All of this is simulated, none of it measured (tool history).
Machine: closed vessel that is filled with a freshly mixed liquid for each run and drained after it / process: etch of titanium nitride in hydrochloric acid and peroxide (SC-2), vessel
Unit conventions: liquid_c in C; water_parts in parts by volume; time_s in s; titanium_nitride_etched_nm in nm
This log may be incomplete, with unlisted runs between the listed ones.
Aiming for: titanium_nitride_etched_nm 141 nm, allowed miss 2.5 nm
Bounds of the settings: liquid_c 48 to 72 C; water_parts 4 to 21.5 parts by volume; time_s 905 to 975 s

run    day  liquid_c  water_parts  time_s  titanium_nitride_etched_nm
  1      0        64           12     905                      64.577
  2  0.342      66.5           11     905                      80.461
  3  0.625        68           10     905                      95.459
  4  0.742        68         13.5     905                      73.728
  5  0.921        68         13.5     905                      74.125
  6  0.983        68          9.5     905                      99.857
  7  1.171        69            9     905                      111.01
  8  1.558        70            9     905                       116.9
  9  1.933        72            8     905                      144.89

5 candidate next runs follow, results not yet known. Just one meets every target within its allowed miss. Identify it.
  A  2.308      68.5            7     975                           ?
  B  2.308      71.5            9     950                           ?
  C  2.308        72            9     915                           ?
  D  2.308        71            7     905                           ?
  E  2.308        72          8.5     955                           ?

move  titanium_nitride_etched_nm
   A                      141.65
   B                      134.84
   C                      133.73
   D                      152.46
   E                      146.22
A: all results in spec
B: takes the biggest miss from the last run beyond its target
C: takes the biggest miss from the last run beyond its target
D: lands further from the targets than the last run did
E: lands further from the targets than the last run did
So the answer is move A, the one that meets all the targets.
